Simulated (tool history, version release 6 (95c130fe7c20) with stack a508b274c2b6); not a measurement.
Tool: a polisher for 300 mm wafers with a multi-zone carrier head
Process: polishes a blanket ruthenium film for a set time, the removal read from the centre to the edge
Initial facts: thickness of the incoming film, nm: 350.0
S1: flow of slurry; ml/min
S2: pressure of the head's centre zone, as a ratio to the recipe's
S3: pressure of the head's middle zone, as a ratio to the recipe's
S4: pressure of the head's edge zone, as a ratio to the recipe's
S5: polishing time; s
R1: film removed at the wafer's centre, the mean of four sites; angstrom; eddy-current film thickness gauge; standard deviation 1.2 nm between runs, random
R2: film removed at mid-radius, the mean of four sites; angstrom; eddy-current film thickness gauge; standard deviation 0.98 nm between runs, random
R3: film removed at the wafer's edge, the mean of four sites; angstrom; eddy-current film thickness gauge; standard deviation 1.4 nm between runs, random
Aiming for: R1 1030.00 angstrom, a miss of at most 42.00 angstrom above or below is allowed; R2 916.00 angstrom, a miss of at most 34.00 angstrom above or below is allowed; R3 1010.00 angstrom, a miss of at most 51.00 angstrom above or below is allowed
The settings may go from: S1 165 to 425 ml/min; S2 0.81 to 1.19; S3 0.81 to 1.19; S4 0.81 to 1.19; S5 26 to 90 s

run  hour   S1    S2    S3    S4  S5      R1      R2      R3
  1   0.0  275  1.00  1.00  1.00  58  723.96  731.64  714.42
  2   3.3  275  1.00  1.00  1.00  51  628.02  623.38  644.44
  3   7.1  280  1.01  0.98  1.04  56  694.86  685.32  704.04
  4  11.2  280  1.05  0.98  1.04  56  713.41  681.48  711.68
  5  16.4  280  1.05  0.98  1.04  46  593.80  559.21  591.73
  6  23.1  280  1.06  0.96  1.06  53  693.23  640.89  681.01
  7  23.7  280  1.07  0.95  1.09  58  751.38  692.15  747.42
  8  32.1  280  1.08  0.95  1.11  62  824.86  737.13  821.90
  9  40.8  280  1.09  0.97  1.12  64  863.45  784.10  834.78
 10  46.0  285  1.09  0.96  1.13  66  889.91  796.83  896.19

Consider the 5 candidate settings below. Which is the only one whose results all fall within their allowed miss of target?
  A  51.2  350  1.05  0.82  1.16  78   ?   ?   ?
  B  51.2  230  1.02  0.95  1.16  63   ?   ?   ?
  C  51.2  235  1.12  0.98  1.13  76   ?   ?   ?
  D  51.2  335  1.16  1.02  1.07  67   ?   ?   ?
  E  51.2  265  0.86  1.19  1.19  68   ?   ?   ?

move       R1      R2       R3
   A  1045.50  836.56  1063.50
   B   783.76  730.02   829.13
   C  1032.80  906.07   988.46
   D   980.73  858.05   871.88
   E   741.04  971.92   915.80
A: nearer the targets than the last run, but a result is still out of spec
B: the biggest miss grows against the last run
C: in spec on every target
D: nearer the targets than the last run, but a result is still out of spec
E: pushes the last run's worst result past its target
Move C is the one to make.
